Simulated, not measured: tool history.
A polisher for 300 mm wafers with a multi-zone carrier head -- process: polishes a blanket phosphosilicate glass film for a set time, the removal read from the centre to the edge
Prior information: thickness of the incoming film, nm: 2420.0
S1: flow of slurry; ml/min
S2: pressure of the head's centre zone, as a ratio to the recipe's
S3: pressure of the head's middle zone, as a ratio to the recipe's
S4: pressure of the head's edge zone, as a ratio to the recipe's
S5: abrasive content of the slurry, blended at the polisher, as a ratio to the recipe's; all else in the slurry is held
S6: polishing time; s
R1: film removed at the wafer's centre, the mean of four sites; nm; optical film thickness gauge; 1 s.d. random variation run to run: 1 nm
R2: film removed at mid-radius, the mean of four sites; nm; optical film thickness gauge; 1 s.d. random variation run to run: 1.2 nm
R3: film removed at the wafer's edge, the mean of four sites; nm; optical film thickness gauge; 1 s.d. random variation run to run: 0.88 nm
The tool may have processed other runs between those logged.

| run | day | S1 | S2 | S3 | S4 | S5 | S6 | R1 | R2 | R3 |
|---|---|---|---|---|---|---|---|---|---|---|
| 1 | 0.000 | 140 | 1.00 | 1.00 | 1.00 | 1.00 | 44 | 266.34 | 265.15 | 263.84 |
| 2 | 0.167 | 135 | 0.98 | 0.99 | 0.96 | 0.85 | 40 | 214.68 | 219.60 | 214.46 |
| 3 | 0.400 | 135 | 1.04 | 0.99 | 0.96 | 0.85 | 40 | 228.61 | 217.78 | 212.18 |
| 4 | 0.525 | 135 | 1.07 | 0.99 | 0.96 | 0.85 | 40 | 235.80 | 218.21 | 211.81 |
| 5 | 0.562 | 135 | 1.07 | 0.99 | 0.96 | 0.65 | 40 | 199.24 | 187.60 | 180.59 |
| 6 | 0.738 | 130 | 1.04 | 0.98 | 0.94 | 0.60 | 38 | 172.04 | 163.36 | 159.73 |
| 7 | 0.967 | 120 | 1.01 | 0.98 | 0.91 | 0.60 | 38 | 163.86 | 160.17 | 153.66 |
| 8 | 1.325 | 110 | 0.98 | 0.97 | 0.89 | 0.60 | 38 | 154.34 | 156.51 | 150.92 |
| 9 | 1.462 | 105 | 0.97 | 0.97 | 0.87 | 0.60 | 38 | 149.68 | 153.45 | 147.41 |

Predict the results of run 10:
| 10 | 1.571 | 100 | 0.97 | 0.97 | 0.85 | 0.60 | 38 | ? | ? | ? |

R1: 146.58 nm
R2: 148.42 nm
R3: 147.16 nm
